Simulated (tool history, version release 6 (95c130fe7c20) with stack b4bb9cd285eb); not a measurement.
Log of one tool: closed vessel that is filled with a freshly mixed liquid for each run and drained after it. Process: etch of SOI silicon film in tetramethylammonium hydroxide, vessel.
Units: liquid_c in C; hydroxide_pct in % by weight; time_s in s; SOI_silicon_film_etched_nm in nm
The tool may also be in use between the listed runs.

run,hour,liquid_c,hydroxide_pct,time_s,SOI_silicon_film_etched_nm
1,0,61,12.5,100,325.58
2,9.2,62,12.5,100,348.64
3,14.3,57,12.5,100,253.33
4,23.5,52.5,12.5,100,189.78
5,28.2,52.5,12.5,100,188.96
6,30,52.5,12.5,100,188.9

Run 7 comes next. What will it give?
7,32.6,59,12,100,?

SOI_silicon_film_etched_nm: 291.22 nm

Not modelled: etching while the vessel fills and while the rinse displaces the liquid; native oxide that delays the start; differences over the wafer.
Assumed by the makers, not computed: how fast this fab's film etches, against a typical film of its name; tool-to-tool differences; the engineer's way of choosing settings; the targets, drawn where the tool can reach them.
